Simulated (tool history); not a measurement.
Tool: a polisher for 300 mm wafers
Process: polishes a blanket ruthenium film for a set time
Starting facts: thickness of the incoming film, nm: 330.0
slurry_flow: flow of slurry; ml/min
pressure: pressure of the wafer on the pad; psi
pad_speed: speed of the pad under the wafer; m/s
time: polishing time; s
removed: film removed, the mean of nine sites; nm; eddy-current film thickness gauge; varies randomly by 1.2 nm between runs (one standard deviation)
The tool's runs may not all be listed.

run	hour	slurry_flow	pressure	pad_speed	time	removed
1	0.0	205	2.4	1.12	75	105.170
2	1.9	205	1.9	1.12	75	83.702
3	8.8	205	1.9	0.96	75	72.650
4	9.9	205	2.1	0.96	75	79.697
5	10.6	205	2.2	0.96	75	82.514
6	17.2	205	2.2	0.96	75	82.750

For run 7, what comes out?
7	22.2	205	2.3	0.96	75	?

{"run 7": {"removed": 87.287}}

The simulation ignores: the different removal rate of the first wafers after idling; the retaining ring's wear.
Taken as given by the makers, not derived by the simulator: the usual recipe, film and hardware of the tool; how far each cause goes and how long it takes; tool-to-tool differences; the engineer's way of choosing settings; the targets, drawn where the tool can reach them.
